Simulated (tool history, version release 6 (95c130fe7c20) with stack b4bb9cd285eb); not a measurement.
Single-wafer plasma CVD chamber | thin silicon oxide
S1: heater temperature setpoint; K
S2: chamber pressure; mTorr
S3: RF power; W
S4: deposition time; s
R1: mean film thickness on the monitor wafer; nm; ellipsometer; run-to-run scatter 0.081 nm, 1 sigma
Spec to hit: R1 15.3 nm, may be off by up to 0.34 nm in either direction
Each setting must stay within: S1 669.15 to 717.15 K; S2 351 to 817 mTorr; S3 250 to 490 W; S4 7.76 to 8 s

{"run": 1, "hour": 0.0, "S1": 693.15, "S2": 584, "S3": 370, "S4": 7.76, "R1": 11.76}
{"run": 2, "hour": 2.1, "S1": 693.15, "S2": 584, "S3": 370, "S4": 8, "R1": 12.023}
{"run": 3, "hour": 9.1, "S1": 693.15, "S2": 614, "S3": 370, "S4": 8, "R1": 12.69}
{"run": 4, "hour": 17.7, "S1": 693.15, "S2": 639, "S3": 370, "S4": 8, "R1": 13.254}
{"run": 5, "hour": 24.3, "S1": 686.15, "S2": 639, "S3": 370, "S4": 8, "R1": 13.271}
{"run": 6, "hour": 25.6, "S1": 686.15, "S2": 658, "S3": 370, "S4": 8, "R1": 13.568}
{"run": 7, "hour": 34.5, "S1": 686.15, "S2": 675, "S3": 370, "S4": 8, "R1": 13.837}
{"hour": 35.2, "done": "capacitance manometer re-zeroed and calibrated"}
{"run": 8, "hour": 35.2, "S1": 686.15, "S2": 690, "S3": 370, "S4": 8, "R1": 13.5}
{"run": 9, "hour": 43.8, "S1": 686.15, "S2": 719, "S3": 375, "S4": 8, "R1": 13.916}
{"run": 10, "hour": 51.8, "S1": 684.15, "S2": 742, "S3": 380, "S4": 8, "R1": 14.677}
{"run": 11, "hour": 56.2, "S1": 684.15, "S2": 751, "S3": 380, "S4": 8, "R1": 14.609}
{"run": 12, "hour": 60.9, "S1": 684.15, "S2": 762, "S3": 380, "S4": 8, "R1": 14.684}

Below are 4 possible settings for the next run. Only one of them brings all results inside the allowed miss of their targets. Which is it?
{"run": "A", "hour": 65.6, "S1": 678.15, "S2": 778, "S3": 345, "S4": 7.91, "R1": "?"}
{"run": "B", "hour": 65.6, "S1": 691.15, "S2": 771, "S3": 355, "S4": 7.76, "R1": "?"}
{"run": "C", "hour": 65.6, "S1": 688.15, "S2": 741, "S3": 430, "S4": 7.76, "R1": "?"}
{"run": "D", "hour": 65.6, "S1": 672.15, "S2": 799, "S3": 360, "S4": 8, "R1": "?"}

move=A R1=14.642
move=B R1=14.257
move=C R1=14.638
move=D R1=15.446
A: further off than the last run
B: further off than the last run
C: further off than the last run
D: each result inside its tolerance
So the answer is move D, the one that meets all the targets.

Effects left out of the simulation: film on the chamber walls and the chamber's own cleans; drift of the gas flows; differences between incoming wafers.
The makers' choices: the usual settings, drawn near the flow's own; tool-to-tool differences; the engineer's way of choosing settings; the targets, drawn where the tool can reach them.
